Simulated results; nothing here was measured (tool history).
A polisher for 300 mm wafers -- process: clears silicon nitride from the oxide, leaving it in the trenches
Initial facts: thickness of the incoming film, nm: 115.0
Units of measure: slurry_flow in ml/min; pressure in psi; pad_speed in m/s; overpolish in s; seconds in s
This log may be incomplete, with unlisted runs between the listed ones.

Run 1, day 0: slurry_flow 250 ml/min, pressure 2.3 psi, pad_speed 1.08 m/s, overpolish 6 s. Result: seconds 198.2 s.
Run 2, day 0.329: slurry_flow 305 ml/min, pressure 2.3 psi, pad_speed 1.08 m/s, overpolish 6 s. Result: seconds 195.39 s.
Run 3, day 0.5: slurry_flow 305 ml/min, pressure 1.9 psi, pad_speed 1.08 m/s, overpolish 6 s. Result: seconds 232.86 s.
Run 4, day 0.671: slurry_flow 305 ml/min, pressure 1.9 psi, pad_speed 1.08 m/s, overpolish 6 s. Result: seconds 228.16 s.
Run 5, day 0.712: slurry_flow 305 ml/min, pressure 1.8 psi, pad_speed 1.08 m/s, overpolish 6 s. Result: seconds 242.51 s.
Run 6, day 0.758: slurry_flow 305 ml/min, pressure 1.8 psi, pad_speed 1.26 m/s, overpolish 6 s. Result: seconds 210.23 s.
Run 7, day 1.1: slurry_flow 305 ml/min, pressure 1.8 psi, pad_speed 1.26 m/s, overpolish 6 s. Result: seconds 205.76 s.
Run 8, day 1.342: slurry_flow 295 ml/min, pressure 1.2 psi, pad_speed 1.24 m/s, overpolish 6 s. Result: seconds 308.24 s.
Run 9, day 1.483: slurry_flow 305 ml/min, pressure 1.2 psi, pad_speed 1.24 m/s, overpolish 6 s. Result: seconds 305.22 s.

Expected results for the next run?
Run 10, day 1.846: slurry_flow 325 ml/min, pressure 1.5 psi, pad_speed 1.24 m/s, overpolish 6 s. Result: seconds ?.

{"run 10": {"seconds": 246.23}}
